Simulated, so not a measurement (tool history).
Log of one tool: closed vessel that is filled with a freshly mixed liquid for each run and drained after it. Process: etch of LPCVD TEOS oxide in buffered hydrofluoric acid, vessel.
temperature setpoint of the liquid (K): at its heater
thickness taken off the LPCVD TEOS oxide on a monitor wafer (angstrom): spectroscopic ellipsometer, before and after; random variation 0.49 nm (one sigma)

run  hour  temperature setpoint of the liquid (K)  parts of 40 % ammonium fluoride to one part of 49 % hydrofluoric acid (parts by volume)  time in the liquid (s)  thickness taken off the LPCVD TEOS oxide on a monitor wafer (angstrom)
  1     0                                  297.15                                                                                       16                     105                                                                  1125.3
  2   7.6                                  295.65                                                                                     16.5                     105                                                                  1004.4
  3  11.4                                  292.65                                                                                     16.5                     105                                                                  850.42
  4  19.3                                  292.15                                                                                       17                     105                                                                  803.43
  5  21.2                                  291.65                                                                                     17.5                     105                                                                  762.72
  6  22.5                                  291.65                                                                                     17.5                     110                                                                  791.35

The next listed run, before its measurement:
  7  31.1                                  291.15                                                                                       18                     110                                                                       ?

Run 7 gave thickness taken off the LPCVD TEOS oxide on a monitor wafer (angstrom) 758.42.

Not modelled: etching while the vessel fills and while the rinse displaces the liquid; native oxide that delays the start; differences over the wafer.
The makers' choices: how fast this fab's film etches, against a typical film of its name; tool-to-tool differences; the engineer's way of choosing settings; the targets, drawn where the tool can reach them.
